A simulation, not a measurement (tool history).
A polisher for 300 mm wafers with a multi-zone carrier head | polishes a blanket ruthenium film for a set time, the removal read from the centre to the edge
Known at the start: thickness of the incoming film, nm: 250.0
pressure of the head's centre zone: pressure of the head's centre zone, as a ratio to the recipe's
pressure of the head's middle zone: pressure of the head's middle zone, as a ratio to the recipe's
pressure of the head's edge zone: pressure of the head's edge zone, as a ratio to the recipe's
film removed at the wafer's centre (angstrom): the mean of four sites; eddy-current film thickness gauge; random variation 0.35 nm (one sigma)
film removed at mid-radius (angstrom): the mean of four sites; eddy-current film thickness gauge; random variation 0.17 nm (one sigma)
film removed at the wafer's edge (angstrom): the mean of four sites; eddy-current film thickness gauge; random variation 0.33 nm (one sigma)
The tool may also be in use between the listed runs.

run	hour	flow of slurry (ml/min)	pressure of the head's centre zone	pressure of the head's middle zone	pressure of the head's edge zone	polishing time (s)	film removed at the wafer's centre (angstrom)	film removed at mid-radius (angstrom)	film removed at the wafer's edge (angstrom)
1	0	310	1	1	1	57	440.47	442.77	404.94
2	8.4	385	1	1	1	57	448.77	451.76	422.4
3	15.1	385	1	0.95	1	57	439.52	435.67	427.52
4	19.1	365	0.99	0.93	0.98	52	396.06	384.52	373.17
5	25.1	365	1.03	0.93	0.98	52	424.14	391.34	377.18
# hour 28.8: edge zone pressure recalibrated
6	28.8	365	1.03	0.93	0.98	38	307.59	283.8	280.08
7	30.7	355	1.01	0.92	0.97	38	296.26	283.26	279.96
8	34.8	345	1	0.91	0.96	38	291.56	275.32	280.54

The next listed run, before its measurement:
9	43.1	335	0.99	0.91	0.94	38	?	?	?

{"run 9": {"film removed at the wafer's centre (angstrom)": 295.82, "film removed at mid-radius (angstrom)": 278.38, "film removed at the wafer's edge (angstrom)": 282.16}}
